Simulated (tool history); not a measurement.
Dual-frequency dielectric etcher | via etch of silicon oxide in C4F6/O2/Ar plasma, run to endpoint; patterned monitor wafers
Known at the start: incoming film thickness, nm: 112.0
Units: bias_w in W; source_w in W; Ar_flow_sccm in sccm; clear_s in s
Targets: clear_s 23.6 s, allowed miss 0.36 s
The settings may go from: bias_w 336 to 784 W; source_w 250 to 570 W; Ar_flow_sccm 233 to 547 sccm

run	hour	bias_w	source_w	Ar_flow_sccm	clear_s
1	0	560	410	390	25.174
2	7.5	560	380	390	25.625
3	14	478	380	390	28.156
4	21.8	514	380	390	26.837
5	25.1	542	380	390	26.224
6	28.5	565	380	390	25.749
7	33.4	585	380	390	25.029
8	40.1	597	380	390	24.93
9	48.2	610	380	390	24.485
10	56.1	610	380	390	24.364
11	60.4	617	380	390	24.323

5 next moves are on the table. One of them brings every result within its allowed miss. Which?
A	64.7	641	390	388	?
B	64.7	610	380	397	?
C	64.7	632	340	366	?
D	64.7	633	370	396	?
E	64.7	621	350	390	?

move	clear_s
A	23.611
B	24.481
C	24.483
D	24.153
E	24.711
A: meets every target
B: further off than the last run
C: further off than the last run
D: nearer than the last run, and not there yet
E: further off than the last run
Move A is the one to make.
